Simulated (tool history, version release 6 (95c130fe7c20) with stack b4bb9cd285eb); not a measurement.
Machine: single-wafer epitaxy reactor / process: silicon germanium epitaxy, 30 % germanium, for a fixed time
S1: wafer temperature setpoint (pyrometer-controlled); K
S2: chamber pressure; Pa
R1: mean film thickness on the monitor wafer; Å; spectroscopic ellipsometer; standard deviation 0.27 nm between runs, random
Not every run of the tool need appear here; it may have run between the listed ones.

run 1 day=0 | S1=868.15 S2=2106 | R1=492.37
run 2 day=0.117 | S1=868.15 S2=1787 | R1=463.59
run 3 day=0.142 | S1=859.15 S2=1787 | R1=383.9
run 4 day=0.4 | S1=863.15 S2=1800 | R1=417.96
run 5 day=0.721 | S1=863.15 S2=1973 | R1=434.49
run 6 day=1.029 | S1=866.15 S2=1986 | R1=465.05

Forecast run 7:
run 7 day=1.362 | S1=868.15 S2=1986 | R1=?

{"run 7": {"R1": 479.95}}
